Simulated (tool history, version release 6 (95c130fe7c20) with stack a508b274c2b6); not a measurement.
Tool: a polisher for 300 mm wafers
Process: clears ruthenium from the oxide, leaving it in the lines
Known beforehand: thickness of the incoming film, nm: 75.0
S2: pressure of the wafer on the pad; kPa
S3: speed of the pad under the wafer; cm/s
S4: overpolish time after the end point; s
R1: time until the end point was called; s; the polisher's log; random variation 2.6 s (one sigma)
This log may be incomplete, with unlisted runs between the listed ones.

Run 1, hour 0.0: flow of slurry (ml/min) 300, S2 11.0 kPa, S3 116 cm/s, S4 46 s. Result: R1 82.555 s.
Run 2, hour 1.5: flow of slurry (ml/min) 300, S2 11.0 kPa, S3 132 cm/s, S4 46 s. Result: R1 71.124 s.
Run 3, hour 5.0: flow of slurry (ml/min) 375, S2 11.0 kPa, S3 132 cm/s, S4 46 s. Result: R1 74.484 s.
Run 4, hour 9.6: flow of slurry (ml/min) 375, S2 11.0 kPa, S3 106 cm/s, S4 46 s. Result: R1 84.390 s.
Run 5, hour 14.6: flow of slurry (ml/min) 375, S2 9.7 kPa, S3 104 cm/s, S4 46 s. Result: R1 96.172 s.
Run 6, hour 19.9: flow of slurry (ml/min) 375, S2 9.0 kPa, S3 102 cm/s, S4 46 s. Result: R1 108.990 s.
Run 7, hour 21.1: flow of slurry (ml/min) 375, S2 8.3 kPa, S3 102 cm/s, S4 46 s. Result: R1 115.380 s.

For run 8, what comes out?
Run 8, hour 27.2: flow of slurry (ml/min) 375, S2 7.6 kPa, S3 102 cm/s, S4 46 s. Result: R1 ?.

Run 8 measured R1 120.610 s.
